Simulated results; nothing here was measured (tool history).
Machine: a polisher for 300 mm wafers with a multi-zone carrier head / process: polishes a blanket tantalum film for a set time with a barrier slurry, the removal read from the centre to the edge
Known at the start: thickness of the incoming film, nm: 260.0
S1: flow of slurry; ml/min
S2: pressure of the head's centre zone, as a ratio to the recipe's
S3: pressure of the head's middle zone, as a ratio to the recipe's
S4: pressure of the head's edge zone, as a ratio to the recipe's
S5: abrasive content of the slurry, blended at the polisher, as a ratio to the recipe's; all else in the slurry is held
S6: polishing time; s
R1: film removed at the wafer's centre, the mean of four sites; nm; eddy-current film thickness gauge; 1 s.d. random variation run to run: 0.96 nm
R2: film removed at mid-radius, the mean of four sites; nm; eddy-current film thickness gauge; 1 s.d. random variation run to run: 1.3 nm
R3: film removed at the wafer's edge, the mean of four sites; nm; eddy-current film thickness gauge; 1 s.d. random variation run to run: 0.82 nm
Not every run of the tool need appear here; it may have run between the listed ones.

Run 1, hour 0: S1 240 ml/min, S2 1, S3 1, S4 1, S5 1, S6 61 s. Result: R1 83.021 nm, R2 84.612 nm, R3 85.655 nm.
Run 2, hour 2.8: S1 240 ml/min, S2 1, S3 0.93, S4 1, S5 1, S6 61 s. Result: R1 84.589 nm, R2 79.771 nm, R3 86.453 nm.
Run 3, hour 7.2: S1 245 ml/min, S2 1.01, S3 0.93, S4 1.02, S5 1.1, S6 61 s. Result: R1 86.167 nm, R2 81.477 nm, R3 88.709 nm.
Run 4, hour 8.6: S1 250 ml/min, S2 1.03, S3 0.92, S4 1.04, S5 1.15, S6 62 s. Result: R1 90.212 nm, R2 83.278 nm, R3 90.838 nm.
Run 5, hour 12.4: S1 250 ml/min, S2 1.04, S3 0.91, S4 1.05, S5 1.2, S6 63 s. Result: R1 93.439 nm, R2 84.925 nm, R3 95.077 nm.
Run 6, hour 13.6: S1 250 ml/min, S2 1.05, S3 0.91, S4 1.06, S5 1.25, S6 64 s. Result: R1 98.17 nm, R2 87.862 nm, R3 97.928 nm.
Run 7, hour 18.5: S1 250 ml/min, S2 1.06, S3 0.9, S4 1.08, S5 1.3, S6 65 s. Result: R1 100.14 nm, R2 87.346 nm, R3 102 nm.
Run 8, hour 21.7: S1 255 ml/min, S2 1.07, S3 0.91, S4 1.09, S5 1.35, S6 65 s. Result: R1 104.5 nm, R2 90.551 nm, R3 103.72 nm.
Run 9, hour 22.7: S1 260 ml/min, S2 1.07, S3 0.91, S4 1.1, S5 1.35, S6 65 s. Result: R1 102.49 nm, R2 89.646 nm, R3 103.4 nm.
Run 10, hour 28: S1 260 ml/min, S2 1.08, S3 0.91, S4 1.11, S5 1.35, S6 66 s. Result: R1 107.05 nm, R2 91.855 nm, R3 105.17 nm.
Run 11, hour 30.6: S1 260 ml/min, S2 1.08, S3 0.91, S4 1.12, S5 1.35, S6 66 s. Result: R1 106.68 nm, R2 91.136 nm, R3 105.87 nm.
Run 12, hour 35.5: S1 260 ml/min, S2 1.08, S3 0.91, S4 1.13, S5 1.35, S6 66 s. Result: R1 106.24 nm, R2 89.866 nm, R3 105.45 nm.

Predict the results of run 13:
Run 13, hour 44.6: S1 270 ml/min, S2 1.08, S3 0.91, S4 1.14, S5 1.45, S6 67 s. Result: R1 ?, R2 ?, R3 ?.

{"run 13": {"R1": 109.42, "R2": 96.191, "R3": 109.58}}
